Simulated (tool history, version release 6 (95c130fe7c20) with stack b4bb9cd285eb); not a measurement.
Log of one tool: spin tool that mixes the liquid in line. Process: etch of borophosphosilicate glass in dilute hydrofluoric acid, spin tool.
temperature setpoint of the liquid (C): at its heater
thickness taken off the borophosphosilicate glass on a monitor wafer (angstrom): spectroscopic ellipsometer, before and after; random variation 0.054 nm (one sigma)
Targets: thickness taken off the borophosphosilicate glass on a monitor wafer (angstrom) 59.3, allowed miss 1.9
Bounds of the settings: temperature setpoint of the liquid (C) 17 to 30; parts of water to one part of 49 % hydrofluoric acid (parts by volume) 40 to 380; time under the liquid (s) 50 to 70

| run | hour | temperature setpoint of the liquid (C) | parts of water to one part of 49 % hydrofluoric acid (parts by volume) | time under the liquid (s) | thickness taken off the borophosphosilicate glass on a monitor wafer (angstrom) |
|---|---|---|---|---|---|
| 1 | 0 | 22 | 210 | 70 | 89.119 |
| 2 | 2.4 | 22 | 210 | 50 | 65.031 |
| 3 | 9.3 | 21.5 | 210 | 50 | 63.462 |
| 4 | 14.7 | 21 | 210 | 50 | 62.369 |
| 5 | 18.8 | 24.5 | 210 | 50 | 70.355 |
| 6 | 20.4 | 24.5 | 210 | 70 | 96.798 |
| 7 | 29.4 | 22.5 | 215 | 70 | 88.484 |
| 8 | 37.1 | 21 | 230 | 70 | 76.989 |
| 9 | 42 | 20 | 245 | 70 | 69.34 |
| 10 | 49.9 | 19 | 250 | 70 | 66.273 |
| 11 | 58.7 | 18.5 | 255 | 70 | 63.102 |
| 12 | 67 | 18 | 255 | 70 | 61.762 |

Which of these 4 next moves meets every target?
| A | 75.3 | 17.5 | 240 | 70 | ? |
| B | 75.3 | 19 | 240 | 65 | ? |
| C | 75.3 | 19 | 255 | 65 | ? |
| D | 75.3 | 17.5 | 245 | 70 | ? |

| move | thickness taken off the borophosphosilicate glass on a monitor wafer (angstrom) |
|---|---|
| A | 64.18 |
| B | 63.139 |
| C | 58.615 |
| D | 62.592 |
A: further off than the last run
B: further off than the last run
C: meets every target
D: further off than the last run
Answer: C
